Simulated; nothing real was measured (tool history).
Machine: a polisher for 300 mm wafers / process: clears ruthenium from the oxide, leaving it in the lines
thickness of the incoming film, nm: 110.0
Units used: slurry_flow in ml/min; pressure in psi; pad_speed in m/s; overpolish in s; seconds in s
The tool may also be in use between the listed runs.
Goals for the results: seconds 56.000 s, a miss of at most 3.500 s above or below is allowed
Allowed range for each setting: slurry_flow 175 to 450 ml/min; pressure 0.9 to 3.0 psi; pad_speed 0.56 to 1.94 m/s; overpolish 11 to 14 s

run	day	slurry_flow	pressure	pad_speed	overpolish	seconds
1	0.000	290	1.9	1.24	14	84.248
2	0.100	290	1.9	1.24	11	84.575
3	0.342	290	1.9	1.24	11	86.057
4	0.446	290	1.9	1.24	14	85.192
5	0.746	290	2.1	1.26	14	78.384
6	0.867	355	2.1	1.26	14	79.075
7	0.983	355	2.1	1.26	14	74.080
8	1.246	355	2.2	1.28	14	71.838
9	1.354	355	2.3	1.30	14	68.732
10	1.633	355	2.4	1.32	14	63.401
11	1.904	355	2.5	1.34	14	60.577

Of the 4 settings listed for the next run, only one would bring every result within its allowed miss of target. Which one?
A	2.175	295	2.2	1.38	14	?
B	2.175	270	2.4	1.30	14	?
C	2.175	390	2.5	1.22	14	?
D	2.175	410	3.0	1.14	11	?

move	seconds
A	68.833
B	66.575
C	65.428
D	57.342
A: its largest miss is bigger than the last run's
B: its largest miss is bigger than the last run's
C: its largest miss is bigger than the last run's
D: all results land within tolerance of their targets
Move D is the one to make.

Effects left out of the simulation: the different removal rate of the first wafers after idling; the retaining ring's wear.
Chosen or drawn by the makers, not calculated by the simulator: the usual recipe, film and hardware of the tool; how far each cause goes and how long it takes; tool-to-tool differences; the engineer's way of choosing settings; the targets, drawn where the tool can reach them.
